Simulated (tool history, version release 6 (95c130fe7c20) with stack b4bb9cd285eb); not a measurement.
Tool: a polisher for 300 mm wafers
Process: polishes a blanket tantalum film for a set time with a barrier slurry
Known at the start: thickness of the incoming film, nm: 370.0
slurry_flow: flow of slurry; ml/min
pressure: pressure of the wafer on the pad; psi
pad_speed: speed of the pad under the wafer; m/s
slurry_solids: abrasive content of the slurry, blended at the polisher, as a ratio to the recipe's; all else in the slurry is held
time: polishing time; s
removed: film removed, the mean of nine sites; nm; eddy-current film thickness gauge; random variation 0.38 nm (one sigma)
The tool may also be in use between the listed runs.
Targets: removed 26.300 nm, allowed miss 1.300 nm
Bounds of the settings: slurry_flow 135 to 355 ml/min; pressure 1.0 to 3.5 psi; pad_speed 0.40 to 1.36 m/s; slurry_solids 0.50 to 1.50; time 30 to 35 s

run	hour	slurry_flow	pressure	pad_speed	slurry_solids	time	removed
1	0.0	225	2.2	0.88	1.00	35	49.381
2	7.7	255	2.2	0.88	1.00	35	49.382
3	11.8	255	1.9	0.86	1.00	35	41.475
4	18.1	255	1.9	0.86	0.80	35	36.307
5	24.4	255	1.8	0.86	0.80	35	35.662
6	31.9	255	1.8	0.86	0.90	35	37.419
7	33.3	255	1.6	0.86	0.90	35	33.537
8	36.3	255	1.5	0.86	0.90	35	31.672
9	39.3	255	1.4	0.86	0.90	35	29.941
10	46.7	255	1.3	0.86	0.90	35	28.235

5 next moves are on the table. One of them brings every result within its allowed miss. Which?
A	54.1	175	1.5	0.82	1.10	34	?
B	54.1	280	1.3	0.92	1.00	33	?
C	54.1	305	1.9	0.80	0.70	31	?
D	54.1	235	1.2	1.02	0.90	34	?
E	54.1	235	1.3	0.78	1.05	35	?

move	removed
A	30.074
B	29.682
C	28.751
D	29.113
E	26.700
A: further off than the last run
B: further off than the last run
C: further off than the last run
D: further off than the last run
E: meets every target
Move E is the one to make.

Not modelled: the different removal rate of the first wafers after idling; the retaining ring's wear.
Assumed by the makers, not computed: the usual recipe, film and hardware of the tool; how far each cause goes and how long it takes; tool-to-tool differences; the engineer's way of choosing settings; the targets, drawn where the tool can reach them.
